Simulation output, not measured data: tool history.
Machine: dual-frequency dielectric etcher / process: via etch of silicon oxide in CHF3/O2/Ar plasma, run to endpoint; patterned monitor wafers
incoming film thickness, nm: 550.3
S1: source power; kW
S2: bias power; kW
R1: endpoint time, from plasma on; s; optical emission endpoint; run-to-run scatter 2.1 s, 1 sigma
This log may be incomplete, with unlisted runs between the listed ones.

| run | hour | S1 | S2 | R1 |
|---|---|---|---|---|
| 1 | 0.0 | 0.560 | 0.138 | 303.83 |
| 2 | 2.4 | 0.520 | 0.138 | 322.46 |
| 3 | 3.9 | 0.560 | 0.138 | 308.70 |
| 4 | 10.2 | 0.560 | 0.125 | 313.43 |
| 5 | 17.0 | 0.650 | 0.125 | 284.14 |
| 6 | 22.2 | 0.690 | 0.125 | 276.56 |

Run 7 is up next; what results do you expect?
| 7 | 24.9 | 0.600 | 0.119 | ? |

Run 7 measured R1 299.25 s.
